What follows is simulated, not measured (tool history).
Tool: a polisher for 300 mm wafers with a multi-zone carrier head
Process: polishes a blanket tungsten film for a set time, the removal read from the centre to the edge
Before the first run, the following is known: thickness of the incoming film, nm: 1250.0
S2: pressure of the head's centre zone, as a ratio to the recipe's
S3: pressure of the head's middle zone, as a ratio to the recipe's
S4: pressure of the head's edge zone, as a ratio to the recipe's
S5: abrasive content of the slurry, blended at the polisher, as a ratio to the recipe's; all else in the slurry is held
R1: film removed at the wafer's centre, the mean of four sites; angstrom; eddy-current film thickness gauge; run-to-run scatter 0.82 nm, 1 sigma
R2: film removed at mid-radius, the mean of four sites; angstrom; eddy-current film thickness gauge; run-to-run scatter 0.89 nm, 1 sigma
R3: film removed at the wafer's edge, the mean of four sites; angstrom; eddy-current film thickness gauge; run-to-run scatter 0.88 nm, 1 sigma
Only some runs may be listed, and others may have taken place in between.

Run 1, hour 0.0: flow of slurry (ml/min) 290, S2 1.00, S3 1.00, S4 1.00, S5 1.00, polishing time (s) 42. Result: R1 1734.5 angstrom, R2 1737.0 angstrom, R3 1745.40 angstrom.
Run 2, hour 6.2: flow of slurry (ml/min) 295, S2 1.01, S3 1.01, S4 0.96, S5 0.85, polishing time (s) 36. Result: R1 1471.1 angstrom, R2 1449.8 angstrom, R3 1411.70 angstrom.
Run 3, hour 14.1: flow of slurry (ml/min) 295, S2 1.09, S3 1.01, S4 0.96, S5 0.85, polishing time (s) 36. Result: R1 1564.3 angstrom, R2 1417.5 angstrom, R3 1431.60 angstrom.
Run 4, hour 18.2: flow of slurry (ml/min) 300, S2 1.06, S3 1.01, S4 0.93, S5 0.75, polishing time (s) 32. Result: R1 1316.0 angstrom, R2 1231.2 angstrom, R3 1189.40 angstrom.
Run 5, hour 27.1: flow of slurry (ml/min) 305, S2 1.03, S3 1.00, S4 0.90, S5 0.70, polishing time (s) 31. Result: R1 1219.0 angstrom, R2 1164.6 angstrom, R3 1148.10 angstrom.
Run 6, hour 29.6: flow of slurry (ml/min) 305, S2 1.03, S3 1.02, S4 0.88, S5 0.65, polishing time (s) 29. Result: R1 1123.8 angstrom, R2 1085.2 angstrom, R3 1031.40 angstrom.
Run 7, hour 30.4: flow of slurry (ml/min) 300, S2 1.03, S3 1.03, S4 0.86, S5 0.60, polishing time (s) 28. Result: R1 1063.0 angstrom, R2 1049.4 angstrom, R3 958.56 angstrom.

For run 8, what comes out?
Run 8, hour 36.2: flow of slurry (ml/min) 290, S2 1.02, S3 1.02, S4 0.85, S5 0.55, polishing time (s) 28. Result: R1 ?, R2 ?, R3 ?.

Run 8 produced R1 1031.1 angstrom, R2 1002.9 angstrom, R3 935.71 angstrom.
